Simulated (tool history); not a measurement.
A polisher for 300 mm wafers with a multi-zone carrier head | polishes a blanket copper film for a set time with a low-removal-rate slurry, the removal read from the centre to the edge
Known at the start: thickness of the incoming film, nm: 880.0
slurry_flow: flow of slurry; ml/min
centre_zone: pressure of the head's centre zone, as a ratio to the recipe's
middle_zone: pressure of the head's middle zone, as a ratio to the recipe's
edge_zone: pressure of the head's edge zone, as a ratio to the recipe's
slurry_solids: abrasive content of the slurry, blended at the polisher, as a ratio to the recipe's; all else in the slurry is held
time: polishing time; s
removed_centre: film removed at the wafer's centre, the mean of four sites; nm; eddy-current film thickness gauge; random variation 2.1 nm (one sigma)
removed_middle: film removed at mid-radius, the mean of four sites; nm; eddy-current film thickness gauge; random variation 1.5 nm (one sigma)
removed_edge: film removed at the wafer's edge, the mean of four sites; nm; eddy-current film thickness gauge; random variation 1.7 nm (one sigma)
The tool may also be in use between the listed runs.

run  hour  slurry_flow  centre_zone  middle_zone  edge_zone  slurry_solids  time  removed_centre  removed_middle  removed_edge
  1   0.0          265         1.00         1.00       1.00           1.00    48          194.32          192.19        190.21
  2   6.7          325         1.00         1.00       1.00           1.00    48          198.06          195.60        193.79
  3  14.4          330         1.02         1.00       1.03           1.10    48          204.46          200.75        199.84
  4  18.7          275         1.02         1.00       1.03           1.10    48          200.14          199.32        196.29
  5  24.1          285         1.05         0.98       1.05           1.15    49          212.31          200.14        207.70
  6  26.4          285         1.05         1.04       1.05           1.15    49          209.71          210.88        205.49
  7  29.2          295         1.07         1.03       1.06           1.20    49          214.14          212.21        210.41

The next listed run, before its measurement:
  8  31.1          335         1.17         0.94       1.07           1.45    53               ?               ?             ?

{"run 8": {"removed_centre": 267.48, "removed_middle": 225.03, "removed_edge": 242.43}}
